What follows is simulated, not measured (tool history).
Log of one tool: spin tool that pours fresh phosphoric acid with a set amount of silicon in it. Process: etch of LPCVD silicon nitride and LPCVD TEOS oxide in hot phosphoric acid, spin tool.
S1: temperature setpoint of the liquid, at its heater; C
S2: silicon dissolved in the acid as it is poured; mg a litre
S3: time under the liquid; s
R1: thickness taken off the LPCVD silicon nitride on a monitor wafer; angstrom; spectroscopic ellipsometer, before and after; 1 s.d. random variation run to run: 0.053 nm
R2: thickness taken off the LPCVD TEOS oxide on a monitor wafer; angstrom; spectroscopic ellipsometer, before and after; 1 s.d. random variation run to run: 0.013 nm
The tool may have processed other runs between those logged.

run 1 hour=0 | S1=162 S2=21 S3=180 | R1=190.76 R2=4.6017
run 2 hour=5.4 | S1=162 S2=31 S3=180 | R1=191.94 R2=2.6352
run 3 hour=8.5 | S1=161.5 S2=29.5 S3=170 | R1=178.75 R2=2.757
run 4 hour=17 | S1=161.5 S2=29.5 S3=110 | R1=113.85 R2=1.831
run 5 hour=24.8 | S1=161.5 S2=29.5 S3=80 | R1=83.256 R2=1.2764
-- hour=28.4 dissolved silicon flow meter replaced
run 6 hour=28.4 | S1=160.5 S2=29.5 S3=80 | R1=80.988 R2=1.3022
run 7 hour=31 | S1=163 S2=17.5 S3=105 | R1=115.13 R2=3.2023
run 8 hour=37.7 | S1=163 S2=18.5 S3=105 | R1=114.53 R2=2.9794
run 9 hour=41 | S1=163 S2=19.5 S3=105 | R1=114.63 R2=2.9553
run 10 hour=42 | S1=163 S2=20.5 S3=105 | R1=114.46 R2=3.0917
run 11 hour=43.3 | S1=163 S2=20.5 S3=105 | R1=115.05 R2=3.0462
run 12 hour=48.8 | S1=163 S2=20.5 S3=105 | R1=115.09 R2=2.757
run 13 hour=52.3 | S1=163 S2=21 S3=105 | R1=115.1 R2=2.9709
run 14 hour=59.5 | S1=163 S2=21.5 S3=105 | R1=115.81 R2=2.6656

Expected results for the next run?
run 15 hour=68.5 | S1=163 S2=21.5 S3=105 | R1=? R2=?

Logged for run 15: R1 114.53 angstrom, R2 2.7514 angstrom.

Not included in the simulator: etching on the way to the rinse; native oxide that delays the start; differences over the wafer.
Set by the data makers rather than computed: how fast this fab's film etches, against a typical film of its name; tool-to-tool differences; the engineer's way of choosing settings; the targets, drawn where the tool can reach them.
